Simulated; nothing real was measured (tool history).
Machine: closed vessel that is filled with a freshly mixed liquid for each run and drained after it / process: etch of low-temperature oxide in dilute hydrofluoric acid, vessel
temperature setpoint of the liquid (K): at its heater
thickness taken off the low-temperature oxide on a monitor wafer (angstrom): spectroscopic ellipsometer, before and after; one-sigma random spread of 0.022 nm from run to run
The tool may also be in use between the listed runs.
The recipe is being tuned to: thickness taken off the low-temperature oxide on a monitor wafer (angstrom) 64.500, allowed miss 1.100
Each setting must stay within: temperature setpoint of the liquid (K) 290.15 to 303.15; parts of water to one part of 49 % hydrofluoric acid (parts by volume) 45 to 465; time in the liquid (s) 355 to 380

run,hour,temperature setpoint of the liquid (K),parts of water to one part of 49 % hydrofluoric acid (parts by volume),time in the liquid (s),thickness taken off the low-temperature oxide on a monitor wafer (angstrom)
1,0.0,295.15,255,355,152.950
2,6.6,298.65,255,355,173.820
3,10.2,297.15,255,355,165.200
4,15.9,294.65,255,355,150.170
5,22.8,294.65,190,355,215.550
6,27.0,293.65,230,355,164.840
# hour 30.7: hydrofluoric acid flow meter replaced
7,30.7,290.15,335,355,79.365
8,38.4,290.15,345,355,75.998

Pick the move, out of 5, that brings all results within their allowed miss; only one does.
A,46.1,290.15,315,355,?
B,46.1,290.15,420,360,?
C,46.1,290.15,390,355,?
D,46.1,290.15,340,370,?
E,46.1,290.15,330,360,?

move,thickness taken off the low-temperature oxide on a monitor wafer (angstrom)
A,85.261
B,59.659
C,64.842
D,80.665
E,81.523
A: the biggest miss grows against the last run
B: moves the result that the last run missed by most past its target, out the other side
C: all results in spec
D: the biggest miss grows against the last run
E: the biggest miss grows against the last run
C meets every target.
